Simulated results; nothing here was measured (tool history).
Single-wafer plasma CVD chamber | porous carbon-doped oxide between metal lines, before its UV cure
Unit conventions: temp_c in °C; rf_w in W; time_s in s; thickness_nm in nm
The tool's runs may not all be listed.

Run 1, hour 0: temp_c 310 °C, rf_w 640 W, time_s 62.8 s. Result: thickness_nm 374.61 nm.
Run 2, hour 1.4: temp_c 318 °C, rf_w 640 W, time_s 62.8 s. Result: thickness_nm 358.63 nm.
Run 3, hour 6.3: temp_c 318 °C, rf_w 700 W, time_s 62.8 s. Result: thickness_nm 376.32 nm.
Run 4, hour 13.5: temp_c 321 °C, rf_w 675 W, time_s 62.8 s. Result: thickness_nm 361.66 nm.
Run 5, hour 17.5: temp_c 321 °C, rf_w 730 W, time_s 62.8 s. Result: thickness_nm 380.45 nm.
Run 6, hour 20: temp_c 328 °C, rf_w 730 W, time_s 62.8 s. Result: thickness_nm 364.22 nm.

Forecast run 7:
Run 7, hour 23.5: temp_c 329 °C, rf_w 700 W, time_s 62.8 s. Result: thickness_nm ?.

{"run 7": {"thickness_nm": 354.42}}
